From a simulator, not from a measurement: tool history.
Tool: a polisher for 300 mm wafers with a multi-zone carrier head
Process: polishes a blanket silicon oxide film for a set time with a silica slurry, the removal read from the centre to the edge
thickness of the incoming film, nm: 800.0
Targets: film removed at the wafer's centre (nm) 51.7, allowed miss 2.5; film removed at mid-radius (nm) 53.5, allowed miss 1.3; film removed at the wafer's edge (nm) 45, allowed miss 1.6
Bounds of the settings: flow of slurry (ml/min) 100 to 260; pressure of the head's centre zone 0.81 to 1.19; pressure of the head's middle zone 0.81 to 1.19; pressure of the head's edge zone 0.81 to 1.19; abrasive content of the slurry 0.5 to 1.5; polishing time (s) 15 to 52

run	hour	flow of slurry (ml/min)	pressure of the head's centre zone	pressure of the head's middle zone	pressure of the head's edge zone	abrasive content of the slurry	polishing time (s)	film removed at the wafer's centre (nm)	film removed at mid-radius (nm)	film removed at the wafer's edge (nm)
1	0	165	1	1	1	1	33	102.65	99.519	99.316
2	6	165	1	1.08	1	1	33	100.02	106.39	99.799
3	10.6	165	1.01	1.08	0.96	0.9	29	87.578	89.193	82.092
4	18	165	1.01	1.08	0.91	0.9	29	84.79	89.111	78.916
5	21.8	165	1.01	1.08	0.95	0.9	29	85.582	89.637	81.958
6	27.6	165	1.09	1.08	0.95	0.9	29	92.887	90.012	81.886
7	29.8	165	1.07	1.08	0.92	0.8	27	78.731	78.002	69.771
8	35.1	165	1.06	1.08	0.9	0.75	26	71.508	72.477	64.375
9	42	170	1.06	1.08	0.88	0.7	25	66.646	66.817	57.878
10	47.1	180	1.04	1.07	0.86	0.65	25	65.5	63.744	55.614
11	52.2	180	1.02	1.07	0.85	0.6	24	57.905	59.057	50.694
12	56.3	185	1.01	1.07	0.84	0.6	24	56.54	58.431	50.304
13	57.6	185	1.01	1.07	0.83	0.6	24	55.982	59.034	49.863
14	62.6	190	1.01	1.07	0.83	0.6	24	58.298	59.037	50.867
15	67.9	175	1.02	1.06	0.83	0.6	24	56.773	58	49.979
16	73.8	170	1.02	1.07	0.82	0.55	24	52.89	54.478	46.458

4 next moves are on the table. One of them brings every result within its allowed miss. Which?
A	79.7	175	1	1.1	0.81	0.55	24	?	?	?
B	79.7	200	1	1.07	0.81	0.55	23	?	?	?
C	79.7	155	0.93	1.01	0.84	0.5	27	?	?	?
D	79.7	215	1.16	1.12	0.81	0.55	22	?	?	?

move	film removed at the wafer's centre (nm)	film removed at mid-radius (nm)	film removed at the wafer's edge (nm)
A	53.746	56.256	46.189
B	52.79	53.838	45.017
C	51.506	53.658	48.491
D	58.384	54.087	43.376
A: brings the result that was furthest off to its target, and leaves another outside
B: meets every target
C: further off than the last run
D: takes the result that was furthest off past its target
Move B is the one to make.
